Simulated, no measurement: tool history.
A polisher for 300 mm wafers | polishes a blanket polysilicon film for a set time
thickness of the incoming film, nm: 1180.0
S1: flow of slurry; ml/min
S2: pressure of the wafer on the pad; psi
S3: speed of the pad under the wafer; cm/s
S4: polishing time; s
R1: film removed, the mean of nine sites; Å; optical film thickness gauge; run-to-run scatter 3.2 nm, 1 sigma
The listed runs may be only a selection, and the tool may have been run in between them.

run	hour	S1	S2	S3	S4	R1
1	0.0	285	2.0	98	101	6010.5
2	8.6	285	1.9	98	101	5716.9
3	15.7	285	1.8	98	101	5413.8
4	18.0	285	1.8	98	105	5606.5
5	25.1	285	1.8	114	105	6572.9
6	25.8	285	1.6	114	105	5795.0
7	26.8	285	1.5	114	105	5399.5

Predict the results of run 8:
8	28.5	285	1.4	114	105	?

{"run 8": {"R1": 5055.6}}
